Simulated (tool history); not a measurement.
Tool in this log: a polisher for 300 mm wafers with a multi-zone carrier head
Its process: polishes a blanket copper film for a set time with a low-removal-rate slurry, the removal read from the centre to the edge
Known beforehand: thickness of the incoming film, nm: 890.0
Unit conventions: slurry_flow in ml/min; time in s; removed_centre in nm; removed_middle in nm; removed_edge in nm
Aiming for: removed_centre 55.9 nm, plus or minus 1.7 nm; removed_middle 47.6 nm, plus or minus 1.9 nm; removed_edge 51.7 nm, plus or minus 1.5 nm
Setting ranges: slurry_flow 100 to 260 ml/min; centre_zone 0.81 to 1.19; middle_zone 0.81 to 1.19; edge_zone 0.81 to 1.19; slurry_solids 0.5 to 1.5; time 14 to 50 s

run	day	slurry_flow	centre_zone	middle_zone	edge_zone	slurry_solids	time	removed_centre	removed_middle	removed_edge
1	0	165	1	1	1	1	32	93.722	95.17	94.512
2	0.125	160	1.01	0.96	0.97	0.85	28	79.781	77.113	78.96
3	0.446	155	1.02	0.93	0.94	0.75	26	72.091	67.553	69.632
4	0.608	150	1.02	0.9	0.91	0.7	25	67.877	62.476	63.65
5	0.783	140	1.02	0.88	0.91	0.65	24	63.349	57.011	60.583
6	0.9	140	1.02	0.88	0.91	0.65	29	76.843	67.061	72.143
7	1.146	135	1.02	0.86	0.89	0.6	27	69.467	61.576	66.247
8	1.417	130	1.03	0.85	0.88	0.55	26	65.3	55.959	60.371
9	1.696	125	1.03	0.84	0.87	0.55	25	61.77	52.715	58.585
10	1.825	125	1.03	0.84	0.86	0.55	24	59.258	51.475	55.289
11	1.85	105	1.03	0.81	0.83	0.5	23	53.349	43.941	49.329

Which single option among these 5 for the next run brings every result within its allowed miss of target? Just one does.
A	1.875	100	1.06	0.85	0.84	0.75	22	?	?	?
B	1.875	125	0.98	0.87	0.85	0.85	20	?	?	?
C	1.875	105	0.99	0.82	0.82	0.55	23	?	?	?
D	1.875	100	1.04	0.91	0.81	0.5	23	?	?	?
E	1.875	135	0.87	0.88	0.87	0.5	23	?	?	?

move	removed_centre	removed_middle	removed_edge
A	55.768	47.822	50.748
B	52.07	48.759	49.909
C	51.958	46.251	49.742
D	52.55	48.586	47.914
E	48.55	51.629	52.56
A: in spec on every target
B: gets the furthest-off result to its target, but another result is out of tolerance
C: gets the furthest-off result to its target, but another result is out of tolerance
D: gets the furthest-off result to its target, but another result is out of tolerance
E: moves the result that the last run missed by most past its target, out the other side
Go with A: it meets all targets.
